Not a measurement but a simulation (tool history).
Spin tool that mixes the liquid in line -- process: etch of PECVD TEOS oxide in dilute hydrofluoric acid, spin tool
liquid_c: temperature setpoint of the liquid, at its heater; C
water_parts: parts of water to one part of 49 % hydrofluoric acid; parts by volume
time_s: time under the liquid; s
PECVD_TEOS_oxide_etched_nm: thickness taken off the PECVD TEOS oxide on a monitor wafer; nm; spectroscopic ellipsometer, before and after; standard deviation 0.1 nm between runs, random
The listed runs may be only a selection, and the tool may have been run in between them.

run 1 hour=0.0 | liquid_c=23.0 water_parts=80 time_s=20 | PECVD_TEOS_oxide_etched_nm=6.5160
run 2 hour=3.4 | liquid_c=21.0 water_parts=80 time_s=20 | PECVD_TEOS_oxide_etched_nm=5.7835
run 3 hour=11.1 | liquid_c=21.0 water_parts=95 time_s=20 | PECVD_TEOS_oxide_etched_nm=4.8853
run 4 hour=12.4 | liquid_c=18.0 water_parts=95 time_s=20 | PECVD_TEOS_oxide_etched_nm=4.2568
run 5 hour=15.3 | liquid_c=18.0 water_parts=95 time_s=15 | PECVD_TEOS_oxide_etched_nm=3.2365
run 6 hour=20.1 | liquid_c=18.0 water_parts=95 time_s=15 | PECVD_TEOS_oxide_etched_nm=3.2518
run 7 hour=22.1 | liquid_c=20.5 water_parts=90 time_s=15 | PECVD_TEOS_oxide_etched_nm=3.8748
run 8 hour=30.0 | liquid_c=20.5 water_parts=90 time_s=15 | PECVD_TEOS_oxide_etched_nm=3.7925
-- hour=34.5 hydrofluoric acid flow meter replaced
run 9 hour=34.5 | liquid_c=22.0 water_parts=80 time_s=15 | PECVD_TEOS_oxide_etched_nm=5.0232
run 10 hour=35.5 | liquid_c=23.5 water_parts=75 time_s=15 | PECVD_TEOS_oxide_etched_nm=5.6742
run 11 hour=39.7 | liquid_c=25.0 water_parts=70 time_s=15 | PECVD_TEOS_oxide_etched_nm=6.6721
run 12 hour=44.3 | liquid_c=26.0 water_parts=70 time_s=15 | PECVD_TEOS_oxide_etched_nm=6.9097
run 13 hour=47.4 | liquid_c=27.0 water_parts=65 time_s=15 | PECVD_TEOS_oxide_etched_nm=7.7525
run 14 hour=50.7 | liquid_c=27.5 water_parts=65 time_s=15 | PECVD_TEOS_oxide_etched_nm=7.9154
run 15 hour=55.4 | liquid_c=28.0 water_parts=65 time_s=15 | PECVD_TEOS_oxide_etched_nm=7.8571

Predict the results of run 16:
run 16 hour=59.9 | liquid_c=28.5 water_parts=65 time_s=15 | PECVD_TEOS_oxide_etched_nm=?

{"run 16": {"PECVD_TEOS_oxide_etched_nm": 8.2415}}

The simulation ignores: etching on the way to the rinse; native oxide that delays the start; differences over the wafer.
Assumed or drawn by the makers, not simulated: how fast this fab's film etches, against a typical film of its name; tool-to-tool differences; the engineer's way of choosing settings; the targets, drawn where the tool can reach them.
